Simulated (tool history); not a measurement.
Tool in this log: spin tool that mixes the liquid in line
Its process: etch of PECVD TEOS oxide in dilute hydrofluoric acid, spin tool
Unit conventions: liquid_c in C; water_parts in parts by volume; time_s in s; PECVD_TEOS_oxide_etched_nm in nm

run 1 hour=0 | liquid_c=23 water_parts=270 time_s=265 | PECVD_TEOS_oxide_etched_nm=9.8926
run 2 hour=1.6 | liquid_c=23 water_parts=270 time_s=285 | PECVD_TEOS_oxide_etched_nm=10.637
run 3 hour=6.7 | liquid_c=25 water_parts=270 time_s=285 | PECVD_TEOS_oxide_etched_nm=11.339
run 4 hour=11.3 | liquid_c=25.5 water_parts=245 time_s=285 | PECVD_TEOS_oxide_etched_nm=13.308
run 5 hour=16.8 | liquid_c=25.5 water_parts=165 time_s=285 | PECVD_TEOS_oxide_etched_nm=21.472
run 6 hour=21.6 | liquid_c=26 water_parts=160 time_s=285 | PECVD_TEOS_oxide_etched_nm=22.738
run 7 hour=30.2 | liquid_c=26.5 water_parts=160 time_s=285 | PECVD_TEOS_oxide_etched_nm=22.9
run 8 hour=32 | liquid_c=26.5 water_parts=160 time_s=285 | PECVD_TEOS_oxide_etched_nm=22.957

Run 9 has not been measured yet. What should we expect?
run 9 hour=35.1 | liquid_c=27 water_parts=160 time_s=285 | PECVD_TEOS_oxide_etched_nm=?

Run 9 measured PECVD_TEOS_oxide_etched_nm 23.158 nm.

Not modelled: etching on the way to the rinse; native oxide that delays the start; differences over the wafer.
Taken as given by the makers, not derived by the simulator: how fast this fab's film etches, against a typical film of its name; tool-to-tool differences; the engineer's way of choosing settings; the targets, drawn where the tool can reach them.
